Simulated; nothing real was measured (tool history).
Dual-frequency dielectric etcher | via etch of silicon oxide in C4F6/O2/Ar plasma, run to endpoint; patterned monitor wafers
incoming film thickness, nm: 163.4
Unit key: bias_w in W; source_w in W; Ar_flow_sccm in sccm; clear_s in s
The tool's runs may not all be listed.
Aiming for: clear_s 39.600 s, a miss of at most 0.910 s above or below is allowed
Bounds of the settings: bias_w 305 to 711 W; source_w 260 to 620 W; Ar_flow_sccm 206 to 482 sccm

run 1 hour=0.0 | bias_w=508 source_w=440 Ar_flow_sccm=344 | clear_s=31.093
run 2 hour=4.5 | bias_w=484 source_w=420 Ar_flow_sccm=348 | clear_s=32.793
run 3 hour=8.7 | bias_w=463 source_w=410 Ar_flow_sccm=349 | clear_s=34.022
run 4 hour=17.4 | bias_w=463 source_w=410 Ar_flow_sccm=311 | clear_s=33.426
run 5 hour=21.4 | bias_w=444 source_w=410 Ar_flow_sccm=312 | clear_s=34.080
run 6 hour=24.9 | bias_w=369 source_w=410 Ar_flow_sccm=312 | clear_s=36.986
run 7 hour=31.7 | bias_w=361 source_w=410 Ar_flow_sccm=312 | clear_s=37.423
run 8 hour=40.0 | bias_w=355 source_w=410 Ar_flow_sccm=312 | clear_s=37.724
run 9 hour=42.6 | bias_w=305 source_w=390 Ar_flow_sccm=317 | clear_s=41.626
run 10 hour=45.1 | bias_w=310 source_w=390 Ar_flow_sccm=317 | clear_s=41.345
run 11 hour=51.0 | bias_w=314 source_w=390 Ar_flow_sccm=317 | clear_s=40.812
run 12 hour=56.3 | bias_w=317 source_w=390 Ar_flow_sccm=317 | clear_s=40.629
run 13 hour=59.9 | bias_w=320 source_w=390 Ar_flow_sccm=317 | clear_s=40.564

Consider the 5 candidate settings below. Which is the only one whose results all fall within their allowed miss of target?
run A hour=63.5 | bias_w=393 source_w=340 Ar_flow_sccm=321 | clear_s=?
run B hour=63.5 | bias_w=324 source_w=350 Ar_flow_sccm=328 | clear_s=?
run C hour=63.5 | bias_w=311 source_w=370 Ar_flow_sccm=315 | clear_s=?
run D hour=63.5 | bias_w=305 source_w=380 Ar_flow_sccm=306 | clear_s=?
run E hour=63.5 | bias_w=305 source_w=390 Ar_flow_sccm=306 | clear_s=?

move=A clear_s=39.389
move=B clear_s=42.649
move=C clear_s=42.201
move=D clear_s=41.953
move=E clear_s=41.443
A: each result inside its tolerance
B: lands further from the targets than the last run did
C: lands further from the targets than the last run did
D: lands further from the targets than the last run did
E: lands further from the targets than the last run did
A is the move that brings every result within its allowed miss.
